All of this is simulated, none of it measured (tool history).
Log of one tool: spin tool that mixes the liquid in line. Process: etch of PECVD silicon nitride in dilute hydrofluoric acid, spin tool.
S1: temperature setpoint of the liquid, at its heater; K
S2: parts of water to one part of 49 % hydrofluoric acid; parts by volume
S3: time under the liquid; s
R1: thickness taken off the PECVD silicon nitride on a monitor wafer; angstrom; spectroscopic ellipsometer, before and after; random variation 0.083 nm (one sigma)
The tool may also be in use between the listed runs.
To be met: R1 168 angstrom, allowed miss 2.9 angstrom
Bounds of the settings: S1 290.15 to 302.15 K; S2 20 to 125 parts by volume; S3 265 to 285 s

run,hour,S1,S2,S3,R1
1,0,294.15,70,265,104.94
2,6.7,294.65,70,265,109.47
3,14.8,291.15,70,265,86.235
4,16.4,293.65,70,265,101.25
5,18.7,293.65,70,265,100.87
6,21.5,292.15,70,265,92.129
7,25.6,293.15,70,265,98.236
8,30.3,294.15,70,265,104.29
9,37.6,295.15,70,265,112.6
10,44.6,295.65,70,265,116.38
11,47.6,296.15,70,265,120.64
12,49.5,296.65,70,265,125.04

Which of these 5 next moves meets every target?
A,51.4,295.15,55,285,?
B,51.4,299.15,55,285,?
C,51.4,295.15,90,270,?
D,51.4,296.65,60,285,?
E,51.4,296.65,55,285,?

move,R1
A,152.83
B,200.02
C,89.384
D,155.38
E,169.22
A: nearer than the last run, and not there yet
B: takes the result that was furthest off past its target
C: further off than the last run
D: nearer than the last run, and not there yet
E: meets every target
Move E is the one to make.

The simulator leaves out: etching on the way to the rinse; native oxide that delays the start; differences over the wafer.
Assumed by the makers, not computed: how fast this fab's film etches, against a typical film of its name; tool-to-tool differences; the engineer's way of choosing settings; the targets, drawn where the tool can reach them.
